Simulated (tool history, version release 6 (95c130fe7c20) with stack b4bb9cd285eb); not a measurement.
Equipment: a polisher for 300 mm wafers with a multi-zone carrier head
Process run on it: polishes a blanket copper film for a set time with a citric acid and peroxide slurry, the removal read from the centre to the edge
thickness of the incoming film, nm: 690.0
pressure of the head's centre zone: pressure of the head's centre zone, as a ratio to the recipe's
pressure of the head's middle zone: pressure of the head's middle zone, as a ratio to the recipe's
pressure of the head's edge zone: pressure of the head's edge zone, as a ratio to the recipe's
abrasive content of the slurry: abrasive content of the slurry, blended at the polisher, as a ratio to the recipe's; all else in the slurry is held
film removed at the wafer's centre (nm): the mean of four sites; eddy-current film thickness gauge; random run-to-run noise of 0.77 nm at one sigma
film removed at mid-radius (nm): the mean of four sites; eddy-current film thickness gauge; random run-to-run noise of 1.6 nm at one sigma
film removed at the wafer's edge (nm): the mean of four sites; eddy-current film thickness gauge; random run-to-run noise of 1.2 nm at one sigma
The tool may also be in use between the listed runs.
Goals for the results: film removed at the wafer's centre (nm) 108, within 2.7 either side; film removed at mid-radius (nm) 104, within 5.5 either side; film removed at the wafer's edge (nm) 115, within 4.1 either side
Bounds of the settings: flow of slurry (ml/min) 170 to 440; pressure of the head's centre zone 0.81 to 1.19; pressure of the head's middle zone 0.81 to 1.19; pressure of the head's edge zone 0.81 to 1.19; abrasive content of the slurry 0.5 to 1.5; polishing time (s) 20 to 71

run,day,flow of slurry (ml/min),pressure of the head's centre zone,pressure of the head's middle zone,pressure of the head's edge zone,abrasive content of the slurry,polishing time (s),film removed at the wafer's centre (nm),film removed at mid-radius (nm),film removed at the wafer's edge (nm)
1,0,280,1,1,1,1,45,162.79,167.25,165.47
2,0.262,275,0.98,0.95,0.97,0.85,42,145.65,145.71,147.35
3,0.617,275,0.98,0.95,0.89,0.85,42,146.03,138.42,141.38
4,0.704,265,0.94,0.92,0.87,0.75,41,132.87,130.43,135.15
5,0.775,265,0.94,0.92,0.95,0.75,41,134.65,133.1,139.15
6,1.108,325,0.94,0.92,0.95,0.75,41,136.88,134.84,141.88
7,1.454,300,0.87,0.82,0.86,0.5,35,102.04,96.53,108.8
8,1.721,310,0.88,0.83,0.88,0.5,35,101.8,95.832,108.54
9,1.854,310,0.89,0.84,0.9,0.55,35,105.75,97.369,112.31
10,1.896,310,0.89,0.85,0.91,0.55,35,103.93,101.71,110.31

Next run, 4 choices. One meets every target within its allowed miss, the rest don't. Which?
A,1.938,305,0.94,0.9,0.99,0.6,34,?,?,?
B,1.938,345,0.87,0.92,1.02,0.5,37,?,?,?
C,1.938,250,0.92,0.93,0.92,1.15,29,?,?,?
D,1.938,355,0.85,0.85,0.93,0.5,36,?,?,?

move,film removed at the wafer's centre (nm),film removed at mid-radius (nm),film removed at the wafer's edge (nm)
A,109.04,104.12,116.29
B,108.55,113.41,125.76
C,99.967,100.36,105.88
D,103.58,103.63,117.43
A: in spec on every target
B: meets the target for the result that was furthest off, but another lies outside its allowed miss
C: the biggest miss grows against the last run
D: the biggest miss grows against the last run
Answer: A
